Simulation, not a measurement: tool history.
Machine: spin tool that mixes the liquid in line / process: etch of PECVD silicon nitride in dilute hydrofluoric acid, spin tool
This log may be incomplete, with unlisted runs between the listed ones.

run  hour  temperature setpoint of the liquid (K)  parts of water to one part of 49 % hydrofluoric acid (parts by volume)  time under the liquid (s)  thickness taken off the PECVD silicon nitride on a monitor wafer (nm)
  1   0.0                                  297.15                                                                      75                        250                                                                 7.6949
  2   2.5                                  297.15                                                                      60                        250                                                                 9.6568
  3   4.3                                  293.65                                                                      60                        250                                                                 7.5874
  4   5.2                                  294.65                                                                      60                        250                                                                 8.1223
  5   6.4                                  295.65                                                                      60                        250                                                                 8.7092
  6  10.3                                  292.65                                                                      60                        250                                                                 7.0807
  7  12.9                                  293.65                                                                      60                        250                                                                 7.5965
  8  16.2                                  294.65                                                                      60                        250                                                                 8.1748
  9  20.3                                  295.65                                                                      60                        250                                                                 8.7392
 10  21.5                                  296.65                                                                      60                        250                                                                 9.4193
 11  24.1                                  297.15                                                                      60                        250                                                                 9.5948
 12  27.1                                  297.65                                                                      60                        250                                                                10.0800
 13  35.8                                  298.15                                                                      60                        250                                                                10.2520
 14  39.1                                  298.65                                                                      60                        250                                                                10.6110

The next listed run, before its measurement:
 15  45.5                                  299.15                                                                      60                        250                                                                      ?

For run 15 the tool returned thickness taken off the PECVD silicon nitride on a monitor wafer (nm) 11.0690.
